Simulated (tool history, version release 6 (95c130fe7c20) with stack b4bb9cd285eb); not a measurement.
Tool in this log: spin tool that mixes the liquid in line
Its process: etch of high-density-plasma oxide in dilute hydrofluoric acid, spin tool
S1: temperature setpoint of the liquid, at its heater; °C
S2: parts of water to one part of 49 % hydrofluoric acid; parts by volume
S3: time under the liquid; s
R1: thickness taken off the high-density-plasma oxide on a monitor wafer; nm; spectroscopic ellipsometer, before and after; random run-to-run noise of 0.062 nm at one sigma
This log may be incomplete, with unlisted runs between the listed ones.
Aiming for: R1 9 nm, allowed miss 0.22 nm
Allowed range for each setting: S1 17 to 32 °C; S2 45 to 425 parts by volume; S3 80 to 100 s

run  hour    S1   S2   S3      R1
  1     0    24  235  100  3.4503
  2   5.4  26.5  195  100  4.7335
  3  10.6    28  170  100  5.9231
  4  15.7    29  155  100  6.8007
  5  19.9  31.5  155  100  7.4566
  6    21  31.5  155   80  5.9363
  7  26.7  31.5  135   80  7.1099
  8  32.6  31.5  125   80  7.8068
  9  33.2  31.5  120   80  8.0966
 10  38.1  31.5  115   80  8.4901
 11  39.5    32  105   80  9.6888
 12  48.1    31  105   80  9.3333

Which of these 5 next moves meets every target?
  A  56.7    31  125  100   ?
  B  56.7    32  135  100   ?
  C  56.7    29  100   85   ?
  D  56.7  30.5  120  100   ?
  E  56.7  31.5  110   90   ?

move      R1
   A  9.5298
   B  9.0206
   C  9.7328
   D  9.8152
   E  10.139
A: lands further from the targets than the last run did
B: every result lands within tolerance
C: lands further from the targets than the last run did
D: lands further from the targets than the last run did
E: lands further from the targets than the last run did
Move B is the one to make.

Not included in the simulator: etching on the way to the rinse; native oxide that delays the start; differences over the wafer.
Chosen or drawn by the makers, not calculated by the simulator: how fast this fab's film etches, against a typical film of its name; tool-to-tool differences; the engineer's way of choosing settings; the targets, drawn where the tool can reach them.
